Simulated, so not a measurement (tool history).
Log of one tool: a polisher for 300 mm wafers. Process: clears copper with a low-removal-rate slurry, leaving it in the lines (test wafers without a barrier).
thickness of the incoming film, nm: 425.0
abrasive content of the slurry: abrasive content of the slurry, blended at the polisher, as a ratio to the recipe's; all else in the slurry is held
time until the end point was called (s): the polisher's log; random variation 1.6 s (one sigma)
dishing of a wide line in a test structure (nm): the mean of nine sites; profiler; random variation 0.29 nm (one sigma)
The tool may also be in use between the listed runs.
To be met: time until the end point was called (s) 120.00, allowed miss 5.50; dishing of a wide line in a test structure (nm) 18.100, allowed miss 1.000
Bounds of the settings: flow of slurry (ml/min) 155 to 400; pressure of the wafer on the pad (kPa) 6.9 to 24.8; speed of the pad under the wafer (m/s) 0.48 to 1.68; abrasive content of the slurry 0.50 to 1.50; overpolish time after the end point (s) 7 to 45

run,hour,flow of slurry (ml/min),pressure of the wafer on the pad (kPa),speed of the pad under the wafer (m/s),abrasive content of the slurry,overpolish time after the end point (s),time until the end point was called (s),dishing of a wide line in a test structure (nm)
1,0.0,255,15.9,1.08,1.00,23,176.38,30.042
2,6.6,255,15.9,1.08,1.15,23,172.22,30.780
3,8.7,260,15.9,1.18,1.00,19,159.12,28.271
4,16.6,275,15.2,1.28,0.90,16,161.46,25.453
5,24.9,245,15.2,1.36,0.80,14,150.68,23.369
6,31.7,245,15.2,1.36,0.80,7,150.87,12.938
7,36.7,265,15.9,1.36,0.80,7,142.21,13.665
8,43.0,265,16.5,1.38,0.80,8,136.95,15.754
9,44.4,270,17.2,1.38,0.80,8,127.85,16.726
10,51.8,275,17.2,1.38,0.80,8,129.23,16.911
11,54.1,280,17.2,1.38,0.80,8,129.96,16.666
12,56.2,285,17.2,1.38,0.80,8,130.65,16.969
13,61.5,290,17.9,1.38,0.80,8,126.62,17.253

4 next moves are on the table. One of them brings every result within its allowed miss. Which?
A,66.8,320,19.3,1.14,1.00,10,?,?
B,66.8,345,17.9,1.42,0.85,8,?,?
C,66.8,265,19.3,1.38,0.70,7,?,?
D,66.8,285,17.2,1.38,0.75,10,?,?

move,time until the end point was called (s),dishing of a wide line in a test structure (nm)
A,135.82,19.726
B,120.17,18.053
C,121.33,16.001
D,133.11,19.955
A: further off than the last run
B: meets every target
C: brings the result that was furthest off to its target, and leaves another outside
D: further off than the last run
Move B is the one to make.

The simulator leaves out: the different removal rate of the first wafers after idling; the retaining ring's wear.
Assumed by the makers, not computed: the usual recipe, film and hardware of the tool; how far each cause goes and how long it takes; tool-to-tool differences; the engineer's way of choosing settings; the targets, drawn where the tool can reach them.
